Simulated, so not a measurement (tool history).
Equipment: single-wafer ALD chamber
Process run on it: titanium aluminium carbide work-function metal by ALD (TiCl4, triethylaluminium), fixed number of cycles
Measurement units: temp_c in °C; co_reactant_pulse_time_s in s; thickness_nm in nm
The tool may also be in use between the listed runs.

run  hour  temp_c  co_reactant_pulse_time_s  thickness_nm
  1     0     280                     12.24        1.8355
  2   4.1     280                     10.43        1.7979
  3  11.8     285                     10.43        1.8324
  4  13.5     285                     13.28        1.8673
  5  20.2     285                     11.36        1.8656
  6  24.4     281                      10.7         1.819
  7  31.7     277                      9.82        1.7715
  8  33.2     274                      9.11        1.7379
  9  35.4     271                      8.57        1.6819
 10  42.4     269                      8.48         1.683
 11    48     267                       8.2        1.6623

Run 12 has not been measured yet. What should we expect?
 12  55.9     267                       8.2             ?

For run 12 the tool returned thickness_nm 1.6483 nm.
